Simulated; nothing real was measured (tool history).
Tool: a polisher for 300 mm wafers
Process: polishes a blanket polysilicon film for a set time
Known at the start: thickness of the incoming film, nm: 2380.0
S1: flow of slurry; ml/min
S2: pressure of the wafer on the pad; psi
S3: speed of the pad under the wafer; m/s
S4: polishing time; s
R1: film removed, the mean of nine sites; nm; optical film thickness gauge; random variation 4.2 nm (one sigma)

Run 1, hour 0.0: S1 185 ml/min, S2 3.5 psi, S3 0.90 m/s, S4 62 s. Result: R1 571.35 nm.
Run 2, hour 4.1: S1 185 ml/min, S2 3.5 psi, S3 1.00 m/s, S4 62 s. Result: R1 637.99 nm.
Run 3, hour 7.5: S1 185 ml/min, S2 3.2 psi, S3 0.96 m/s, S4 62 s. Result: R1 579.82 nm.
Run 4, hour 15.6: S1 185 ml/min, S2 3.2 psi, S3 0.96 m/s, S4 62 s. Result: R1 567.83 nm.
Run 5, hour 22.8: S1 185 ml/min, S2 2.9 psi, S3 0.92 m/s, S4 62 s. Result: R1 497.34 nm.
Run 6, hour 30.8: S1 185 ml/min, S2 2.9 psi, S3 1.06 m/s, S4 62 s. Result: R1 564.69 nm.
Run 7, hour 38.9: S1 185 ml/min, S2 2.7 psi, S3 1.02 m/s, S4 62 s. Result: R1 510.46 nm.
Run 8, hour 40.3: S1 185 ml/min, S2 2.5 psi, S3 0.98 m/s, S4 62 s. Result: R1 458.12 nm.
Run 9, hour 42.6: S1 185 ml/min, S2 2.4 psi, S3 0.96 m/s, S4 62 s. Result: R1 439.32 nm.

Run 10 comes next. What will it give?
Run 10, hour 48.8: S1 180 ml/min, S2 1.6 psi, S3 0.78 m/s, S4 62 s. Result: R1 ?.

Run 10 gave R1 241.11 nm.

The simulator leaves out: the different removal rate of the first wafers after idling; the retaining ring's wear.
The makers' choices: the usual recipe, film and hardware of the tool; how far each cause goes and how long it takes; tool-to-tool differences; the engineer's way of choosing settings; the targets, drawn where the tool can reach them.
